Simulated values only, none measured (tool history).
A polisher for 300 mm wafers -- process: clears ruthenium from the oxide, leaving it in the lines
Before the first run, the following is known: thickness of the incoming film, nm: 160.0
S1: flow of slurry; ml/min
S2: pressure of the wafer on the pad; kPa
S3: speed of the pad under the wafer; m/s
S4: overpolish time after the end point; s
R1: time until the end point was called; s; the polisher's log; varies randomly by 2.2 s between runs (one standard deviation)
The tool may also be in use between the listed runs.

run	day	S1	S2	S3	S4	R1
1	0	135	17.2	0.82	6	140.58
2	0.179	135	17.2	0.82	6	140.18
3	0.229	135	20.7	0.82	6	115.42
4	0.542	115	20.7	0.82	6	119.84
5	0.85	115	18.6	0.82	6	135.17
6	1.108	140	18.6	0.82	6	128.11
7	1.183	105	13.8	0.8	6	182.39

Run 8 comes next. What will it give?
8	1.35	100	12.4	0.8	6	?

{"run 8": {"R1": 202.42}}
